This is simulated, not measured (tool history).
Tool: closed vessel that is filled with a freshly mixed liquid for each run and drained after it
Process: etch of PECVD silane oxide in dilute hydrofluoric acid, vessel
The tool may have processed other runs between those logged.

run	hour	temperature setpoint of the liquid (K)	parts of water to one part of 49 % hydrofluoric acid (parts by volume)	time in the liquid (s)	thickness taken off the PECVD silane oxide on a monitor wafer (Å)
1	0	293.15	190	190	205.76
2	7.7	293.15	225	190	171.12
3	13.2	293.15	225	205	184.42
4	14.3	294.15	210	205	208.75
5	16.2	296.65	210	205	228.55
6	22.9	296.65	275	205	164.43
7	29.3	297.15	250	205	184.67
8	30.5	297.65	230	205	209.54
9	39	298.15	210	205	240.45
10	44.7	298.65	195	205	264.97
11	48.2	299.15	180	205	298.8
12	55.3	299.15	170	205	320.69
13	58.6	299.15	160	205	345.66
14	63.9	299.15	150	205	372.19

Run 15, settings as shown, results not yet in. Your forecast:
15	65.7	299.15	145	205	?

{"run 15": {"thickness taken off the PECVD silane oxide on a monitor wafer (Å)": 385.23}}

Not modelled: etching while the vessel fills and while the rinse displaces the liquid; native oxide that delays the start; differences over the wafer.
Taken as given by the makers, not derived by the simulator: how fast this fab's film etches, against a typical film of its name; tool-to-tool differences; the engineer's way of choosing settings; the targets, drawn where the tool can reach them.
